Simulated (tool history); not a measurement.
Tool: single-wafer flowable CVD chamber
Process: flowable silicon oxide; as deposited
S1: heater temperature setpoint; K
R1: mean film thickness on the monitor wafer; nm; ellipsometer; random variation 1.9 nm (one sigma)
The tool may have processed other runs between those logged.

Run 1, hour 0: S1 373.15 K, chamber pressure (Pa) 83.3, RF power (W) 2440, deposition time (s) 641. Result: R1 301.59 nm.
Run 2, hour 8.9: S1 373.15 K, chamber pressure (Pa) 83.3, RF power (W) 2440, deposition time (s) 641. Result: R1 302.11 nm.
Run 3, hour 12.9: S1 372.15 K, chamber pressure (Pa) 83.3, RF power (W) 2440, deposition time (s) 641. Result: R1 309.74 nm.
Run 4, hour 18.1: S1 372.15 K, chamber pressure (Pa) 83.3, RF power (W) 2440, deposition time (s) 609. Result: R1 297.84 nm.
Run 5, hour 21.9: S1 372.15 K, chamber pressure (Pa) 83.3, RF power (W) 2440, deposition time (s) 609. Result: R1 293.36 nm.
Run 6, hour 26.7: S1 371.15 K, chamber pressure (Pa) 83.3, RF power (W) 2440, deposition time (s) 609. Result: R1 306.29 nm.

Run 7 has not been measured yet. What should we expect?
Run 7, hour 32.1: S1 370.15 K, chamber pressure (Pa) 83.3, RF power (W) 2440, deposition time (s) 609. Result: R1 ?.

Run 7 yielded R1 316.11 nm.

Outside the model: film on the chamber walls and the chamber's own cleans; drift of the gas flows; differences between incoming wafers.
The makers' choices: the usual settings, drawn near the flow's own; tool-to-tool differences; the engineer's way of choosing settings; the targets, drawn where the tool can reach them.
